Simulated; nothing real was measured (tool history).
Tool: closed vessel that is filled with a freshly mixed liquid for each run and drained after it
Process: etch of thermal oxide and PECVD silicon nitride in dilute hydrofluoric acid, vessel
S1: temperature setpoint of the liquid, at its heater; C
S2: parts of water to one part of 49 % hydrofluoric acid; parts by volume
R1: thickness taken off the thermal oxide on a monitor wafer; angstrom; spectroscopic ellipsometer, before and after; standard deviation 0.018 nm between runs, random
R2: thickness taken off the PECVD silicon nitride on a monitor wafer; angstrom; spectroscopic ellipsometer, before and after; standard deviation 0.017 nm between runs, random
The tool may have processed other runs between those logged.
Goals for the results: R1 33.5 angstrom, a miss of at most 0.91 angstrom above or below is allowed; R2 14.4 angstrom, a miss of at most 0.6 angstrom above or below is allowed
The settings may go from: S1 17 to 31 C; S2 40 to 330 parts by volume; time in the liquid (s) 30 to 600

{"run": 1, "hour": 0.0, "S1": 23, "S2": 185, "time in the liquid (s)": 305, "R1": 78.657, "R2": 33.502}
{"run": 2, "hour": 7.5, "S1": 22.5, "S2": 200, "time in the liquid (s)": 305, "R1": 69.426, "R2": 30.024}
{"run": 3, "hour": 11.7, "S1": 22, "S2": 210, "time in the liquid (s)": 305, "R1": 64.46, "R2": 28.1}
{"run": 4, "hour": 15.5, "S1": 21.5, "S2": 220, "time in the liquid (s)": 305, "R1": 59.753, "R2": 25.495}
{"run": 5, "hour": 18.8, "S1": 21.5, "S2": 160, "time in the liquid (s)": 305, "R1": 87.746, "R2": 35.487}
{"run": 6, "hour": 20.6, "S1": 21.5, "S2": 160, "time in the liquid (s)": 410, "R1": 119.03, "R2": 48.153}
{"run": 7, "hour": 28.4, "S1": 21.5, "S2": 160, "time in the liquid (s)": 410, "R1": 117.49, "R2": 47.348}
{"run": 8, "hour": 31.8, "S1": 21, "S2": 180, "time in the liquid (s)": 410, "R1": 102.38, "R2": 40.394}
{"run": 9, "hour": 36.6, "S1": 21, "S2": 200, "time in the liquid (s)": 405, "R1": 87.785, "R2": 36.709}
{"run": 10, "hour": 37.6, "S1": 17, "S2": 270, "time in the liquid (s)": 330, "R1": 42.712, "R2": 16.752}
{"run": 11, "hour": 46.0, "S1": 17, "S2": 275, "time in the liquid (s)": 330, "R1": 41.886, "R2": 16.863}
{"run": 12, "hour": 53.7, "S1": 17, "S2": 280, "time in the liquid (s)": 330, "R1": 40.731, "R2": 16.279}
{"run": 13, "hour": 56.5, "S1": 17, "S2": 280, "time in the liquid (s)": 330, "R1": 40.822, "R2": 16.041}
{"hour": 61.7, "done": "thermometer replaced"}
{"run": 14, "hour": 61.7, "S1": 17, "S2": 285, "time in the liquid (s)": 330, "R1": 36.91, "R2": 14.172}
{"run": 15, "hour": 65.8, "S1": 17.5, "S2": 290, "time in the liquid (s)": 330, "R1": 36.905, "R2": 14.439}
{"run": 16, "hour": 73.5, "S1": 18.5, "S2": 290, "time in the liquid (s)": 330, "R1": 38.314, "R2": 15.235}
{"run": 17, "hour": 77.3, "S1": 19, "S2": 295, "time in the liquid (s)": 330, "R1": 38.04, "R2": 15.502}
{"run": 18, "hour": 79.2, "S1": 19.5, "S2": 300, "time in the liquid (s)": 330, "R1": 38.129, "R2": 15.962}
{"run": 19, "hour": 87.3, "S1": 19.5, "S2": 305, "time in the liquid (s)": 330, "R1": 36.982, "R2": 15.609}
{"run": 20, "hour": 94.5, "S1": 19.5, "S2": 315, "time in the liquid (s)": 330, "R1": 35.545, "R2": 15.255}
{"run": 21, "hour": 103.4, "S1": 19.5, "S2": 320, "time in the liquid (s)": 330, "R1": 34.85, "R2": 14.679}
{"run": 22, "hour": 107.0, "S1": 20, "S2": 325, "time in the liquid (s)": 330, "R1": 34.932, "R2": 15.26}

4 candidate next runs follow, results not yet known. Just one meets every target within its allowed miss. Identify it.
{"run": "A", "hour": 110.6, "S1": 20.5, "S2": 325, "time in the liquid (s)": 295, "R1": "?", "R2": "?"}
{"run": "B", "hour": 110.6, "S1": 25, "S2": 330, "time in the liquid (s)": 265, "R1": "?", "R2": "?"}
{"run": "C", "hour": 110.6, "S1": 25, "S2": 330, "time in the liquid (s)": 280, "R1": "?", "R2": "?"}
{"run": "D", "hour": 110.6, "S1": 20.5, "S2": 305, "time in the liquid (s)": 290, "R1": "?", "R2": "?"}

move=A R1=31.823 R2=13.819
move=B R1=32.766 R2=16.109
move=C R1=34.62 R2=17.021
move=D R1=33.934 R2=14.447
A: carries the result that was furthest off beyond its target, to the other side
B: corrects the largest miss of the last run, while another result sits out of spec
C: lands further from the targets than the last run did
D: all results land within tolerance of their targets
D meets every target.
